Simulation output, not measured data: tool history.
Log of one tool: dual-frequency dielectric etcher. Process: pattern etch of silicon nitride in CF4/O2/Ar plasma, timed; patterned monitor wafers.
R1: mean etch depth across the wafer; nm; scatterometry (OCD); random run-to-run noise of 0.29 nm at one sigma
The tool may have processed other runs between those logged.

{"run": 1, "hour": 0.0, "source power (kW)": 0.68, "bias power (kW)": 0.065, "Ar flow (sccm)": 92, "CF4 flow (sccm)": 77, "etch time (s)": 18, "R1": 43.298}
{"run": 2, "hour": 7.1, "source power (kW)": 0.74, "bias power (kW)": 0.066, "Ar flow (sccm)": 92, "CF4 flow (sccm)": 77, "etch time (s)": 18, "R1": 47.161}
{"run": 3, "hour": 8.8, "source power (kW)": 0.78, "bias power (kW)": 0.067, "Ar flow (sccm)": 92, "CF4 flow (sccm)": 77, "etch time (s)": 18, "R1": 49.848}
{"run": 4, "hour": 17.5, "source power (kW)": 0.78, "bias power (kW)": 0.067, "Ar flow (sccm)": 92, "CF4 flow (sccm)": 67, "etch time (s)": 18, "R1": 48.975}
{"run": 5, "hour": 19.6, "source power (kW)": 0.78, "bias power (kW)": 0.056, "Ar flow (sccm)": 92, "CF4 flow (sccm)": 67, "etch time (s)": 18, "R1": 46.161}
{"run": 6, "hour": 23.1, "source power (kW)": 0.78, "bias power (kW)": 0.051, "Ar flow (sccm)": 92, "CF4 flow (sccm)": 67, "etch time (s)": 18, "R1": 45.218}
{"run": 7, "hour": 26.6, "source power (kW)": 0.82, "bias power (kW)": 0.053, "Ar flow (sccm)": 91, "CF4 flow (sccm)": 68, "etch time (s)": 18, "R1": 48.028}
{"run": 8, "hour": 30.6, "source power (kW)": 0.85, "bias power (kW)": 0.055, "Ar flow (sccm)": 90, "CF4 flow (sccm)": 69, "etch time (s)": 18, "R1": 50.426}

Predict the results of run 9:
{"run": 9, "hour": 33.8, "source power (kW)": 0.87, "bias power (kW)": 0.057, "Ar flow (sccm)": 89, "CF4 flow (sccm)": 70, "etch time (s)": 18, "R1": "?"}

Run 9 measured R1 52.518 nm.
